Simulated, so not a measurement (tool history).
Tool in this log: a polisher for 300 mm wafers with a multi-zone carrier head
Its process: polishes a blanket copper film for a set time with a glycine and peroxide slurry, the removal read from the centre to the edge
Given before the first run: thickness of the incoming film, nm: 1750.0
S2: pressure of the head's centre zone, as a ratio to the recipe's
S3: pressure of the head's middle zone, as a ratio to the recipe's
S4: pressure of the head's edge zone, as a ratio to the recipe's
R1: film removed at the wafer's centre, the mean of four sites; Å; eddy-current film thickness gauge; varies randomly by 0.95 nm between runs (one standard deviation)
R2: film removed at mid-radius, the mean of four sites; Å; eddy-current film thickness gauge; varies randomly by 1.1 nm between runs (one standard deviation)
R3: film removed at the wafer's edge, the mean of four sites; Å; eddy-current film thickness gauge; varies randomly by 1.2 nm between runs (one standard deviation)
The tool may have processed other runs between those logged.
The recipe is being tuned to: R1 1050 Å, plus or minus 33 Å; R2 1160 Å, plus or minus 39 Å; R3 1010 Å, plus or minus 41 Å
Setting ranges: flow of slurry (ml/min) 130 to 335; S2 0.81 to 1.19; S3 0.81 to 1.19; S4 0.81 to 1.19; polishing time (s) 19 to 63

{"run": 1, "hour": 0.0, "flow of slurry (ml/min)": 215, "S2": 1, "S3": 1, "S4": 1, "polishing time (s)": 41, "R1": 1737.2, "R2": 1684.4, "R3": 1673}
{"run": 2, "hour": 3.5, "flow of slurry (ml/min)": 215, "S2": 0.99, "S3": 1.01, "S4": 0.97, "polishing time (s)": 38, "R1": 1549.9, "R2": 1570.3, "R3": 1504.4}
{"run": 3, "hour": 7.0, "flow of slurry (ml/min)": 215, "S2": 0.98, "S3": 1.01, "S4": 0.94, "polishing time (s)": 36, "R1": 1473.5, "R2": 1502.6, "R3": 1452.2}
{"run": 4, "hour": 12.7, "flow of slurry (ml/min)": 180, "S2": 0.98, "S3": 1.01, "S4": 0.94, "polishing time (s)": 36, "R1": 1419, "R2": 1447.3, "R3": 1391.1}
{"run": 5, "hour": 17.3, "flow of slurry (ml/min)": 180, "S2": 0.98, "S3": 1.01, "S4": 0.94, "polishing time (s)": 42, "R1": 1653.4, "R2": 1696.2, "R3": 1618.5}
{"run": 6, "hour": 18.0, "flow of slurry (ml/min)": 180, "S2": 0.94, "S3": 1.01, "S4": 0.94, "polishing time (s)": 42, "R1": 1610.2, "R2": 1695.5, "R3": 1634.9}
{"run": 7, "hour": 21.1, "flow of slurry (ml/min)": 175, "S2": 0.95, "S3": 1.02, "S4": 0.92, "polishing time (s)": 39, "R1": 1489.8, "R2": 1600.7, "R3": 1466.7}
{"run": 8, "hour": 27.8, "flow of slurry (ml/min)": 160, "S2": 0.91, "S3": 0.96, "S4": 0.82, "polishing time (s)": 28, "R1": 1011.7, "R2": 1056.2, "R3": 1010.5}
{"run": 9, "hour": 29.9, "flow of slurry (ml/min)": 215, "S2": 0.93, "S3": 1.06, "S4": 0.82, "polishing time (s)": 26, "R1": 1012.6, "R2": 1109.7, "R3": 976.64}
{"run": 10, "hour": 38.9, "flow of slurry (ml/min)": 220, "S2": 0.93, "S3": 1.07, "S4": 0.83, "polishing time (s)": 26, "R1": 1023.5, "R2": 1129, "R3": 991.51}

Below are 4 possible settings for the next run. Only one of them brings all results inside the allowed miss of their targets. Which is it?
{"run": "A", "hour": 47.9, "flow of slurry (ml/min)": 205, "S2": 0.96, "S3": 1.19, "S4": 0.81, "polishing time (s)": 25, "R1": "?", "R2": "?", "R3": "?"}
{"run": "B", "hour": 47.9, "flow of slurry (ml/min)": 275, "S2": 0.87, "S3": 1.05, "S4": 0.87, "polishing time (s)": 26, "R1": "?", "R2": "?", "R3": "?"}
{"run": "C", "hour": 47.9, "flow of slurry (ml/min)": 190, "S2": 0.94, "S3": 1.07, "S4": 0.83, "polishing time (s)": 27, "R1": "?", "R2": "?", "R3": "?"}
{"run": "D", "hour": 47.9, "flow of slurry (ml/min)": 200, "S2": 0.95, "S3": 1.08, "S4": 0.91, "polishing time (s)": 25, "R1": "?", "R2": "?", "R3": "?"}

move=A R1=992.79 R2=1160.8 R3=926.81
move=B R1=972.39 R2=1139.7 R3=1023.7
move=C R1=1035.9 R2=1144.6 R3=1004.8
move=D R1=977.85 R2=1075.2 R3=975.19
A: misses by more than the last run did
B: misses by more than the last run did
C: hits every target within its allowed miss
D: misses by more than the last run did
The move that meets every target is C.
